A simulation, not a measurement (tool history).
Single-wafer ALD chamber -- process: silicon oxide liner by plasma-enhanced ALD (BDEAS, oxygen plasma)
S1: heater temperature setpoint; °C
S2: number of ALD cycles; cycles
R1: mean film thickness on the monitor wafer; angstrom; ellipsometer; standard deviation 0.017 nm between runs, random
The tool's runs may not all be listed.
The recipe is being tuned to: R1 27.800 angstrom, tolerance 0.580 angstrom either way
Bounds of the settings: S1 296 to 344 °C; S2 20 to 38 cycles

| run | hour | S1 | S2 | R1 |
|---|---|---|---|---|
| 1 | 0.0 | 320 | 29 | 24.316 |
| 2 | 4.2 | 312 | 29 | 24.474 |
| 3 | 11.2 | 312 | 30 | 25.282 |
| 4 | 20.0 | 312 | 34 | 28.701 |
| 5 | 27.6 | 308 | 34 | 28.925 |
| 6 | 30.1 | 308 | 30 | 25.376 |
| 7 | 37.4 | 308 | 30 | 25.464 |
| 8 | 42.8 | 307 | 32 | 26.794 |

Below are 5 possible settings for the next run. Only one of them brings all results inside the allowed miss of their targets. Which is it?
| A | 48.2 | 296 | 29 | ? |
| B | 48.2 | 313 | 33 | ? |
| C | 48.2 | 321 | 31 | ? |
| D | 48.2 | 306 | 30 | ? |
| E | 48.2 | 314 | 31 | ? |

| move | R1 |
|---|---|
| A | 25.572 |
| B | 27.861 |
| C | 25.833 |
| D | 25.616 |
| E | 26.130 |
A: the biggest miss grows against the last run
B: every result within its allowed miss
C: the biggest miss grows against the last run
D: the biggest miss grows against the last run
E: the biggest miss grows against the last run
B meets every target.
